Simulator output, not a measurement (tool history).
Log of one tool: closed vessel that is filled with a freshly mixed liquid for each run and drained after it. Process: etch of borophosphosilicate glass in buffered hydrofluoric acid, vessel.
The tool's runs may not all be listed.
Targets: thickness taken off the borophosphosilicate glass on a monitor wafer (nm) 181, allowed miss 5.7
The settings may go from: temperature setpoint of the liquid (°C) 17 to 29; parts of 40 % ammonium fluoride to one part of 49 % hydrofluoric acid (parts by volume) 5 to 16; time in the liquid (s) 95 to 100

run	hour	temperature setpoint of the liquid (°C)	parts of 40 % ammonium fluoride to one part of 49 % hydrofluoric acid (parts by volume)	time in the liquid (s)	thickness taken off the borophosphosilicate glass on a monitor wafer (nm)
1	0	21	9.5	95	137.23
2	8.4	21	9.5	95	135.88
3	16.7	21.5	9.5	95	139.95
4	23	22	9.5	95	141.67
5	23.8	22	8.5	95	162.26
6	25.9	22	8.5	95	160.82
7	34.2	22.5	8.5	95	164.55
8	41	23.5	8.5	95	177.02
# hour 46.5: hydrofluoric acid flow meter replaced
9	46.5	24	8.5	95	158.13
10	47.7	25	7	95	206.21
11	56.4	24.5	7	95	204.67
12	62.4	21.5	7	95	170.16

Which of these 5 next moves meets every target?
A	68.4	23	8	95	?
B	68.4	20	6	95	?
C	68.4	20.5	7	95	?
D	68.4	23.5	8	95	?
E	68.4	21.5	7.5	95	?

move	thickness taken off the borophosphosilicate glass on a monitor wafer (nm)
A	163.36
B	184.05
C	164.99
D	167.83
E	161.59
A: further off than the last run
B: meets every target
C: further off than the last run
D: further off than the last run
E: further off than the last run
The right move is B.
